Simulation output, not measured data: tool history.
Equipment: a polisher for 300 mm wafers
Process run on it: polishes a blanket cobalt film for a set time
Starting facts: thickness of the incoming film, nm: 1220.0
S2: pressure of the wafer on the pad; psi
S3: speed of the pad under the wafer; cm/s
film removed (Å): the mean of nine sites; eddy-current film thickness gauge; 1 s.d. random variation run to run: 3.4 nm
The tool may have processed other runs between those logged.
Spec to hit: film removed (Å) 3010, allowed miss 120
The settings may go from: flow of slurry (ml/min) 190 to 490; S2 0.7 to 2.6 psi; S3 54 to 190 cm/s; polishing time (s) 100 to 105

{"run": 1, "hour": 0.0, "flow of slurry (ml/min)": 315, "S2": 1.6, "S3": 122, "polishing time (s)": 100, "film removed (Å)": 4603.7}
{"run": 2, "hour": 6.5, "flow of slurry (ml/min)": 315, "S2": 1.9, "S3": 122, "polishing time (s)": 100, "film removed (Å)": 5445.4}
{"run": 3, "hour": 15.1, "flow of slurry (ml/min)": 315, "S2": 1.9, "S3": 142, "polishing time (s)": 100, "film removed (Å)": 6215.9}
{"run": 4, "hour": 23.0, "flow of slurry (ml/min)": 315, "S2": 1.8, "S3": 140, "polishing time (s)": 100, "film removed (Å)": 5971.9}
{"run": 5, "hour": 30.5, "flow of slurry (ml/min)": 315, "S2": 1.7, "S3": 138, "polishing time (s)": 100, "film removed (Å)": 5629.3}
{"hour": 36.4, "done": "worn pad replaced by a new one"}
{"run": 6, "hour": 36.4, "flow of slurry (ml/min)": 315, "S2": 1.7, "S3": 138, "polishing time (s)": 105, "film removed (Å)": 6249.5}
{"run": 7, "hour": 44.1, "flow of slurry (ml/min)": 315, "S2": 1.6, "S3": 134, "polishing time (s)": 105, "film removed (Å)": 5659}
{"run": 8, "hour": 51.4, "flow of slurry (ml/min)": 315, "S2": 1.5, "S3": 132, "polishing time (s)": 105, "film removed (Å)": 5219.2}
{"run": 9, "hour": 54.6, "flow of slurry (ml/min)": 315, "S2": 1.4, "S3": 130, "polishing time (s)": 105, "film removed (Å)": 4779.4}
{"run": 10, "hour": 57.4, "flow of slurry (ml/min)": 315, "S2": 1.3, "S3": 130, "polishing time (s)": 105, "film removed (Å)": 4491.1}
{"run": 11, "hour": 64.8, "flow of slurry (ml/min)": 315, "S2": 1.2, "S3": 130, "polishing time (s)": 105, "film removed (Å)": 4188.8}
{"run": 12, "hour": 72.8, "flow of slurry (ml/min)": 315, "S2": 0.7, "S3": 128, "polishing time (s)": 105, "film removed (Å)": 2488.3}
{"run": 13, "hour": 81.3, "flow of slurry (ml/min)": 315, "S2": 0.8, "S3": 128, "polishing time (s)": 105, "film removed (Å)": 2734.1}
{"run": 14, "hour": 87.7, "flow of slurry (ml/min)": 315, "S2": 0.8, "S3": 128, "polishing time (s)": 105, "film removed (Å)": 2821.7}

Which of these 4 next moves meets every target?
{"run": "A", "hour": 94.1, "flow of slurry (ml/min)": 265, "S2": 0.8, "S3": 130, "polishing time (s)": 100, "film removed (Å)": "?"}
{"run": "B", "hour": 94.1, "flow of slurry (ml/min)": 300, "S2": 0.9, "S3": 118, "polishing time (s)": 100, "film removed (Å)": "?"}
{"run": "C", "hour": 94.1, "flow of slurry (ml/min)": 355, "S2": 0.8, "S3": 140, "polishing time (s)": 104, "film removed (Å)": "?"}
{"run": "D", "hour": 94.1, "flow of slurry (ml/min)": 275, "S2": 0.8, "S3": 116, "polishing time (s)": 101, "film removed (Å)": "?"}

move=A film_removed_(Å)=2711.1
move=B film_removed_(Å)=2787.5
move=C film_removed_(Å)=3081.1
move=D film_removed_(Å)=2464.8
A: the biggest miss grows against the last run
B: the biggest miss grows against the last run
C: in spec on every target
D: the biggest miss grows against the last run
C is the move that brings every result within its allowed miss.
